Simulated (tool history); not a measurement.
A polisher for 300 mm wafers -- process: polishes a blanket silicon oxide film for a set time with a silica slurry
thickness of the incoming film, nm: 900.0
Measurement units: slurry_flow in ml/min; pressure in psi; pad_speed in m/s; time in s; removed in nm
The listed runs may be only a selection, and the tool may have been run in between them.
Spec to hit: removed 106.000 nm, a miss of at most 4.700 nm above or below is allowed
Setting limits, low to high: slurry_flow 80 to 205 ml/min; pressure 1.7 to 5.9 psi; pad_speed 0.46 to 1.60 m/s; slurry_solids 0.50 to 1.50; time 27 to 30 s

run  hour  slurry_flow  pressure  pad_speed  slurry_solids  time  removed
  1   0.0          135       3.8       1.02           1.00    30   83.709
  2   2.4          135       3.8       0.78           1.00    30   70.863
  3  10.5          135       3.8       0.78           1.10    30   71.075
  4  13.0          135       3.8       0.78           1.10    30   72.764
  5  16.7          135       3.8       0.60           1.10    30   62.085
  6  17.9          135       4.0       0.60           1.10    30   62.973
  7  19.9          135       4.2       0.62           1.10    30   67.189
  8  28.6          135       4.4       0.64           1.10    30   74.819
  9  31.5          135       4.5       0.64           1.10    30   75.455
 10  35.9          145       5.5       0.68           1.10    30   95.570
 11  39.7          145       5.7       0.70           1.10    30  101.660

Below are 4 possible settings for the next run. Only one of them brings all results inside the allowed miss of their targets. Which is it?
  A  43.5          160       5.7       0.76           1.45    27        ?
  B  43.5          135       5.1       0.72           1.15    30        ?
  C  43.5          155       5.9       0.54           1.25    30        ?
  D  43.5          155       5.7       0.70           1.15    27        ?

move  removed
   A  105.110
   B   92.084
   C   94.242
   D   93.296
A: all results land within tolerance of their targets
B: the biggest miss grows against the last run
C: the biggest miss grows against the last run
D: the biggest miss grows against the last run
A meets every target.
